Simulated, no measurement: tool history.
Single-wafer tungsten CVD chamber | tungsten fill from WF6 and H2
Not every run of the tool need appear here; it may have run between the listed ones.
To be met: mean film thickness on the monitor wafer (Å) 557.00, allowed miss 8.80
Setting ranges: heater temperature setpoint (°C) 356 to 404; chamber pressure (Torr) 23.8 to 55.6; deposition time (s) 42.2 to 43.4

run	hour	heater temperature setpoint (°C)	chamber pressure (Torr)	deposition time (s)	mean film thickness on the monitor wafer (Å)
1	0.0	380	39.7	42.2	922.79
2	4.6	380	34.2	42.2	854.80
3	9.1	374	34.1	42.2	759.56
4	14.9	374	30.2	42.2	717.52
5	17.9	374	30.2	43.4	736.05
6	20.7	374	35.6	43.4	803.84
7	21.4	369	35.2	43.4	729.31
8	30.2	366	34.7	43.4	683.85
9	36.7	363	34.3	43.4	642.43
10	39.8	361	34.1	43.4	614.97
11	41.4	361	34.1	43.4	617.23
12	47.6	360	33.9	43.4	601.78
13	49.1	359	33.9	43.4	591.66

Which one of the following 5 next-run settings gets every result inside its allowed miss? There is exactly one.
A	50.6	356	32.3	42.2	?
B	50.6	366	30.6	42.2	?
C	50.6	356	36.1	42.2	?
D	50.6	358	38.0	43.0	?
E	50.6	356	37.7	42.5	?

move	mean film thickness on the monitor wafer (Å)
A	529.17
B	622.48
C	561.36
D	610.76
E	578.31
A: takes the result that was furthest off past its target
B: lands further from the targets than the last run did
C: every result within its allowed miss
D: lands further from the targets than the last run did
E: nearer than the last run, and not there yet
Move C is the one to make.
